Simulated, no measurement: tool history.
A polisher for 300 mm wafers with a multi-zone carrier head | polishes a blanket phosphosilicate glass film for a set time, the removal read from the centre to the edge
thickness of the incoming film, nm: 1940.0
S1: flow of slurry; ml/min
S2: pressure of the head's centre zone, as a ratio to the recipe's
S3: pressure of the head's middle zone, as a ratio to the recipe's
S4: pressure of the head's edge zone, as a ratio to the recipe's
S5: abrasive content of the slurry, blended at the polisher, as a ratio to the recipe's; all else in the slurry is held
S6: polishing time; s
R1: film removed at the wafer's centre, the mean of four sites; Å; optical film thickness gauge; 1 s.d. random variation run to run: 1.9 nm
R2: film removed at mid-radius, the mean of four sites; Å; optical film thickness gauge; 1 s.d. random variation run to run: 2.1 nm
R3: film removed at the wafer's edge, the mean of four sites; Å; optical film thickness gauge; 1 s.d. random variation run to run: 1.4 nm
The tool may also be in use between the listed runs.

run,day,S1,S2,S3,S4,S5,S6,R1,R2,R3
1,0,145,1,1,1,1,44,1958.8,2096.5,1936.8
2,0.321,145,0.95,1,1,1,44,1886.8,2015,1939.9
3,0.392,140,0.94,0.99,0.98,0.95,44,1839.8,2027.2,1889.6
4,0.554,140,0.95,0.97,0.99,0.85,43,1744.8,1845.5,1751
5,0.625,140,0.95,0.97,0.99,0.75,43,1657.7,1706.4,1677.5
6,0.738,135,0.94,0.96,0.98,0.7,43,1559.4,1654.2,1591.3
7,0.888,130,0.94,0.94,0.98,0.7,43,1547.5,1617.5,1619.7

Forecast run 8:
8,1.179,130,0.95,0.93,0.97,0.7,43,?,?,?

R1: 1609.7 Å
R2: 1646.1 Å
R3: 1604.4 Å
